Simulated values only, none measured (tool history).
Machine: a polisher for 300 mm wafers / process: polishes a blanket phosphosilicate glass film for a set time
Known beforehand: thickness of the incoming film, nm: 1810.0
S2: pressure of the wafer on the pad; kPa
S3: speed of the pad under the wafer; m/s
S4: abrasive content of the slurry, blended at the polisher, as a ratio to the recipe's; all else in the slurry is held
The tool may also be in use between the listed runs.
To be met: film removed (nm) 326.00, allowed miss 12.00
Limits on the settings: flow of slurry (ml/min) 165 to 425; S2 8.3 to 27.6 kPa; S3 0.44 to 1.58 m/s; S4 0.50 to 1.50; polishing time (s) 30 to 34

{"run": 1, "hour": 0.0, "flow of slurry (ml/min)": 275, "S2": 17.9, "S3": 1.0, "S4": 1.0, "polishing time (s)": 34, "film removed (nm)": 239.53}
{"run": 2, "hour": 5.6, "flow of slurry (ml/min)": 275, "S2": 17.9, "S3": 1.0, "S4": 0.9, "polishing time (s)": 34, "film removed (nm)": 217.16}
{"run": 3, "hour": 12.3, "flow of slurry (ml/min)": 275, "S2": 20.0, "S3": 1.0, "S4": 0.9, "polishing time (s)": 34, "film removed (nm)": 243.98}
{"run": 4, "hour": 18.5, "flow of slurry (ml/min)": 275, "S2": 20.7, "S3": 1.0, "S4": 0.9, "polishing time (s)": 34, "film removed (nm)": 246.78}
{"run": 5, "hour": 19.8, "flow of slurry (ml/min)": 275, "S2": 21.4, "S3": 1.0, "S4": 0.9, "polishing time (s)": 34, "film removed (nm)": 255.83}
{"run": 6, "hour": 21.3, "flow of slurry (ml/min)": 250, "S2": 21.4, "S3": 1.0, "S4": 0.9, "polishing time (s)": 34, "film removed (nm)": 248.0}
{"run": 7, "hour": 24.6, "flow of slurry (ml/min)": 265, "S2": 22.1, "S3": 1.0, "S4": 0.9, "polishing time (s)": 34, "film removed (nm)": 266.93}
{"run": 8, "hour": 29.5, "flow of slurry (ml/min)": 275, "S2": 22.8, "S3": 1.0, "S4": 0.9, "polishing time (s)": 34, "film removed (nm)": 279.65}
{"run": 9, "hour": 36.5, "flow of slurry (ml/min)": 285, "S2": 22.8, "S3": 1.0, "S4": 0.9, "polishing time (s)": 34, "film removed (nm)": 273.07}
{"run": 10, "hour": 44.5, "flow of slurry (ml/min)": 285, "S2": 23.4, "S3": 1.0, "S4": 0.9, "polishing time (s)": 34, "film removed (nm)": 282.6}
{"run": 11, "hour": 45.5, "flow of slurry (ml/min)": 285, "S2": 24.1, "S3": 1.0, "S4": 0.9, "polishing time (s)": 34, "film removed (nm)": 284.64}
{"run": 12, "hour": 47.0, "flow of slurry (ml/min)": 285, "S2": 24.8, "S3": 1.0, "S4": 0.9, "polishing time (s)": 34, "film removed (nm)": 296.09}
{"run": 13, "hour": 52.3, "flow of slurry (ml/min)": 285, "S2": 26.2, "S3": 1.0, "S4": 0.9, "polishing time (s)": 34, "film removed (nm)": 312.24}

Which one of the following 4 next-run settings gets every result inside its allowed miss? There is exactly one.
{"run": "A", "hour": 57.6, "flow of slurry (ml/min)": 265, "S2": 22.1, "S3": 1.16, "S4": 1.0, "polishing time (s)": 32, "film removed (nm)": "?"}
{"run": "B", "hour": 57.6, "flow of slurry (ml/min)": 255, "S2": 26.2, "S3": 1.0, "S4": 1.0, "polishing time (s)": 33, "film removed (nm)": "?"}
{"run": "C", "hour": 57.6, "flow of slurry (ml/min)": 235, "S2": 25.5, "S3": 0.8, "S4": 1.15, "polishing time (s)": 31, "film removed (nm)": "?"}
{"run": "D", "hour": 57.6, "flow of slurry (ml/min)": 320, "S2": 25.5, "S3": 0.92, "S4": 1.1, "polishing time (s)": 30, "film removed (nm)": "?"}

move=A film_removed_(nm)=298.73
move=B film_removed_(nm)=329.86
move=C film_removed_(nm)=284.38
move=D film_removed_(nm)=300.47
A: lands further from the targets than the last run did
B: in spec on every target
C: lands further from the targets than the last run did
D: lands further from the targets than the last run did
Move B is the one to make.

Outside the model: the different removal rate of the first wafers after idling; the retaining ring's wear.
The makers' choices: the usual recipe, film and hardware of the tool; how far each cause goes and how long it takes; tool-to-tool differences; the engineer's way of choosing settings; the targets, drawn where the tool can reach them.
